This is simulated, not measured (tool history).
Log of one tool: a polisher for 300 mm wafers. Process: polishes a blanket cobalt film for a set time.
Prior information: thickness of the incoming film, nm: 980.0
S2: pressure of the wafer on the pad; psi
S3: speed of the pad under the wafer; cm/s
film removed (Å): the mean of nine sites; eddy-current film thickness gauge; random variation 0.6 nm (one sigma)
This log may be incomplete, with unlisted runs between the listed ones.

Run 1, hour 0.0: flow of slurry (ml/min) 140, S2 1.2 psi, S3 120 cm/s, polishing time (s) 40. Result: film removed (Å) 1597.8.
Run 2, hour 1.4: flow of slurry (ml/min) 125, S2 1.2 psi, S3 120 cm/s, polishing time (s) 40. Result: film removed (Å) 1544.3.
Run 3, hour 5.6: flow of slurry (ml/min) 115, S2 1.1 psi, S3 120 cm/s, polishing time (s) 40. Result: film removed (Å) 1451.8.
Run 4, hour 9.2: flow of slurry (ml/min) 115, S2 1.0 psi, S3 118 cm/s, polishing time (s) 40. Result: film removed (Å) 1357.3.
Run 5, hour 17.8: flow of slurry (ml/min) 110, S2 0.9 psi, S3 114 cm/s, polishing time (s) 40. Result: film removed (Å) 1216.0.
Run 6, hour 26.4: flow of slurry (ml/min) 110, S2 0.9 psi, S3 128 cm/s, polishing time (s) 40. Result: film removed (Å) 1366.2.

Forecast run 7:
Run 7, hour 28.5: flow of slurry (ml/min) 110, S2 0.8 psi, S3 122 cm/s, polishing time (s) 40. Result: film removed (Å) ?.

{"run 7": {"film removed (Å)": 1209.0}}
